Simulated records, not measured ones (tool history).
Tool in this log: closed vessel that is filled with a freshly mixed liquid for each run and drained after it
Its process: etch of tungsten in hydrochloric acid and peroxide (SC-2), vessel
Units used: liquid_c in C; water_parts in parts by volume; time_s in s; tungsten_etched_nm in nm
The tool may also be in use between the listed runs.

run,hour,liquid_c,water_parts,time_s,tungsten_etched_nm
1,0,47,6,290,75.672
2,9.2,45.5,6.5,290,65.4
3,15.9,52,6.5,290,99.531
4,17.5,52,6.5,290,98.329
5,24.8,50,7,290,81.871
6,27.4,50,7,310,87.078
7,30.5,50,7,310,87.519
8,31.5,48.5,7.5,310,76.27
9,38.3,40.5,10,310,34.692
10,42.5,40,10,310,33.367

Run 11 comes next. What will it give?
11,43.4,39.5,10,310,?

Run 11 yielded tungsten_etched_nm 31.896 nm.
